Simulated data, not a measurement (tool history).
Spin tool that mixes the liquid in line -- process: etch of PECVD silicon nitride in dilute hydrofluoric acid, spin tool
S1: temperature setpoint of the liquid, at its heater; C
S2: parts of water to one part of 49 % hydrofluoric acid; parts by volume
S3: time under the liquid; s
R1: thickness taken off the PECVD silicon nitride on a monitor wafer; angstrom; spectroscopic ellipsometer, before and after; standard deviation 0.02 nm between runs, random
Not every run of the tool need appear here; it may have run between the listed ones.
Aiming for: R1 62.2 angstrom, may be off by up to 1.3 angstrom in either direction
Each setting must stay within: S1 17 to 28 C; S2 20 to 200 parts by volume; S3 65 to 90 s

Run 1, hour 0: S1 20 C, S2 110 parts by volume, S3 90 s. Result: R1 33.708 angstrom.
Run 2, hour 8.5: S1 23.5 C, S2 110 parts by volume, S3 90 s. Result: R1 42.335 angstrom.
Run 3, hour 11.2: S1 23.5 C, S2 85 parts by volume, S3 90 s. Result: R1 55.022 angstrom.
Run 4, hour 16.7: S1 24 C, S2 85 parts by volume, S3 90 s. Result: R1 56.708 angstrom.
Run 5, hour 25.5: S1 24 C, S2 85 parts by volume, S3 65 s. Result: R1 41.057 angstrom.
Run 6, hour 28.3: S1 25.5 C, S2 80 parts by volume, S3 65 s. Result: R1 47.722 angstrom.
Run 7, hour 34.8: S1 26.5 C, S2 75 parts by volume, S3 65 s. Result: R1 54.523 angstrom.
Run 8, hour 36: S1 28 C, S2 75 parts by volume, S3 65 s. Result: R1 60.006 angstrom.
Run 9, hour 44.5: S1 28 C, S2 70 parts by volume, S3 65 s. Result: R1 64.406 angstrom.

Which of these 4 next moves meets every target?
Run A, hour 53: S1 28 C, S2 80 parts by volume, S3 75 s. Result: R1 ?.
Run B, hour 53: S1 28 C, S2 100 parts by volume, S3 90 s. Result: R1 ?.
Run C, hour 53: S1 28 C, S2 85 parts by volume, S3 85 s. Result: R1 ?.
Run D, hour 53: S1 27.5 C, S2 70 parts by volume, S3 70 s. Result: R1 ?.

move      R1
   A  64.867
   B   62.31
   C  69.209
   D   66.93
A: moves away from the targets compared with the last run
B: all results land within tolerance of their targets
C: moves away from the targets compared with the last run
D: moves away from the targets compared with the last run
So the answer is move B, the one that meets all the targets.
